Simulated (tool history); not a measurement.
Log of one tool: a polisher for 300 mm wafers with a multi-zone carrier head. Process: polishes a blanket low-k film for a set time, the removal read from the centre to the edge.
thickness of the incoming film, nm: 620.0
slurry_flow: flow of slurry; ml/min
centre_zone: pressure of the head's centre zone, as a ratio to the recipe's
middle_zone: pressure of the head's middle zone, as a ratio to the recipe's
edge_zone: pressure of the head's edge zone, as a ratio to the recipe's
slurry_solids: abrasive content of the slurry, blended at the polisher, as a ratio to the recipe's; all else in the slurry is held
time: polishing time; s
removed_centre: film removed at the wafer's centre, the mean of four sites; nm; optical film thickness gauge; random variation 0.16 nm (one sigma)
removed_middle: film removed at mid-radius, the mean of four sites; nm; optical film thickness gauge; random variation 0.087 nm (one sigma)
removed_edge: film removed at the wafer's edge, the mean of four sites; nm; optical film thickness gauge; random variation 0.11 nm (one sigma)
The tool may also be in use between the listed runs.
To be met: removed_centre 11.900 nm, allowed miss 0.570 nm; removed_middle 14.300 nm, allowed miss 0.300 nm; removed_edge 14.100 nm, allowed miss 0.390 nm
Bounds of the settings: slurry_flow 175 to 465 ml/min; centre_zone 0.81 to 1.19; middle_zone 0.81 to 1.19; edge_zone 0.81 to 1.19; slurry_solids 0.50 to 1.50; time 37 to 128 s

run	day	slurry_flow	centre_zone	middle_zone	edge_zone	slurry_solids	time	removed_centre	removed_middle	removed_edge
1	0.000	295	1.00	1.00	1.00	1.00	82	26.454	25.026	24.732
2	0.042	280	0.96	1.00	1.00	0.90	76	22.704	22.175	22.029
3	0.188	280	0.96	1.00	1.00	0.90	60	17.887	17.740	17.476
4	0.288	280	0.96	1.00	0.93	0.90	60	17.959	17.773	17.147
5	0.592	310	0.96	1.00	0.93	0.90	60	17.571	17.741	17.177
# day 0.792: centre zone pressure recalibrated
6	0.792	325	0.93	1.00	0.92	0.80	60	16.190	17.309	16.768
7	1.104	325	0.91	0.99	0.90	0.75	59	15.278	16.435	15.915
8	1.125	335	0.89	0.98	0.89	0.70	59	14.358	16.128	15.535
9	1.238	335	0.87	0.97	0.88	0.65	59	13.893	15.543	14.944
10	1.554	355	0.86	0.96	0.88	0.60	59	13.886	15.261	14.627
11	1.929	320	0.85	0.96	0.89	0.60	59	13.369	14.931	14.642

Which of these 4 next moves meets every target?
A	2.304	355	0.96	1.03	0.93	1.00	47	?	?	?
B	2.304	220	0.81	0.86	0.98	0.80	58	?	?	?
C	2.304	320	0.96	1.07	0.84	0.55	59	?	?	?
D	2.304	305	0.81	0.96	0.90	0.55	58	?	?	?

move	removed_centre	removed_middle	removed_edge
A	14.229	14.841	14.029
B	12.953	13.901	15.859
C	14.707	15.858	13.950
D	12.106	14.164	14.066
A: further off than the last run
B: further off than the last run
C: further off than the last run
D: meets every target
Answer: D
